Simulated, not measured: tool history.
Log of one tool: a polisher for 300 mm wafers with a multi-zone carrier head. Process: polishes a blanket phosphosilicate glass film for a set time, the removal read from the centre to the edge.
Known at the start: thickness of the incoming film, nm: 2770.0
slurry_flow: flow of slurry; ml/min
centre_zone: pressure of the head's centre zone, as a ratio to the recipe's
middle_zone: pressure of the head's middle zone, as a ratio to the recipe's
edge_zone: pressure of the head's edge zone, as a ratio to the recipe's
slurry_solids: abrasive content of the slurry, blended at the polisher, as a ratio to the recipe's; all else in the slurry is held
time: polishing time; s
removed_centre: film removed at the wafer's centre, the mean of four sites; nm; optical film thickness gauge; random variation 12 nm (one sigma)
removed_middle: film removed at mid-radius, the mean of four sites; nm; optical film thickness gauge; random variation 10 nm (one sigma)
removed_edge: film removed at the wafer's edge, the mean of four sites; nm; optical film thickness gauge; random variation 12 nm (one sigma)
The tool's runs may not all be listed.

run 1 hour=0.0 | slurry_flow=195 centre_zone=1.00 middle_zone=1.00 edge_zone=1.00 slurry_solids=1.00 time=84 | removed_centre=710.31 removed_middle=700.57 removed_edge=694.20
run 2 hour=6.1 | slurry_flow=200 centre_zone=1.02 middle_zone=1.01 edge_zone=1.03 slurry_solids=1.10 time=85 | removed_centre=764.62 removed_middle=736.32 removed_edge=740.09
run 3 hour=7.9 | slurry_flow=155 centre_zone=1.02 middle_zone=1.01 edge_zone=1.03 slurry_solids=1.10 time=85 | removed_centre=738.51 removed_middle=708.71 removed_edge=708.06
run 4 hour=11.3 | slurry_flow=175 centre_zone=1.04 middle_zone=1.03 edge_zone=1.05 slurry_solids=1.20 time=86 | removed_centre=803.67 removed_middle=780.38 removed_edge=787.03
run 5 hour=19.1 | slurry_flow=190 centre_zone=1.07 middle_zone=1.05 edge_zone=1.07 slurry_solids=1.25 time=86 | removed_centre=854.97 removed_middle=802.39 removed_edge=778.90
run 6 hour=25.6 | slurry_flow=200 centre_zone=1.07 middle_zone=1.05 edge_zone=1.08 slurry_solids=1.30 time=88 | removed_centre=882.86 removed_middle=844.51 removed_edge=857.18
run 7 hour=27.7 | slurry_flow=210 centre_zone=1.09 middle_zone=1.06 edge_zone=1.09 slurry_solids=1.35 time=88 | removed_centre=926.86 removed_middle=878.38 removed_edge=858.98
run 8 hour=33.0 | slurry_flow=215 centre_zone=1.10 middle_zone=1.06 edge_zone=1.10 slurry_solids=1.40 time=89 | removed_centre=959.44 removed_middle=889.87 removed_edge=910.51

The next listed run, before its measurement:
run 9 hour=40.3 | slurry_flow=250 centre_zone=1.15 middle_zone=1.14 edge_zone=1.12 slurry_solids=1.50 time=89 | removed_centre=? removed_middle=? removed_edge=?

Run 9 gave removed_centre 1050.00 nm, removed_middle 986.72 nm, removed_edge 927.44 nm.
